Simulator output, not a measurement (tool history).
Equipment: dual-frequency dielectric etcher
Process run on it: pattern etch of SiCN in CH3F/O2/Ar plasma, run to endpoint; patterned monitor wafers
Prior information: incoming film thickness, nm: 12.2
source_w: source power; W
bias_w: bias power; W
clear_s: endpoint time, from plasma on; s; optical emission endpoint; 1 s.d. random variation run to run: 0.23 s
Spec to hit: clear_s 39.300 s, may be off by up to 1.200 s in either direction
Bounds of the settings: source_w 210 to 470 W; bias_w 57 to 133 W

run 1 hour=0.0 | source_w=340 bias_w=95 | clear_s=35.270
run 2 hour=7.3 | source_w=330 bias_w=94 | clear_s=35.115
run 3 hour=11.0 | source_w=320 bias_w=91 | clear_s=35.783
run 4 hour=12.7 | source_w=310 bias_w=88 | clear_s=36.319
run 5 hour=19.6 | source_w=300 bias_w=85 | clear_s=37.611
run 6 hour=22.0 | source_w=350 bias_w=85 | clear_s=35.399
run 7 hour=28.8 | source_w=340 bias_w=83 | clear_s=36.760
run 8 hour=35.3 | source_w=330 bias_w=82 | clear_s=36.822
run 9 hour=38.0 | source_w=320 bias_w=81 | clear_s=37.173
run 10 hour=41.4 | source_w=310 bias_w=80 | clear_s=37.621

Which one of the following 5 next-run settings gets every result inside its allowed miss? There is exactly one.
run A hour=44.8 | source_w=270 bias_w=66 | clear_s=?
run B hour=44.8 | source_w=280 bias_w=76 | clear_s=?
run C hour=44.8 | source_w=340 bias_w=94 | clear_s=?
run D hour=44.8 | source_w=350 bias_w=83 | clear_s=?
run E hour=44.8 | source_w=260 bias_w=65 | clear_s=?

move=A clear_s=41.657
move=B clear_s=39.490
move=C clear_s=35.068
move=D clear_s=36.281
move=E clear_s=42.234
A: moves the result that the last run missed by most past its target, out the other side
B: meets every target
C: moves away from the targets compared with the last run
D: moves away from the targets compared with the last run
E: moves the result that the last run missed by most past its target, out the other side
Move B is the one to make.
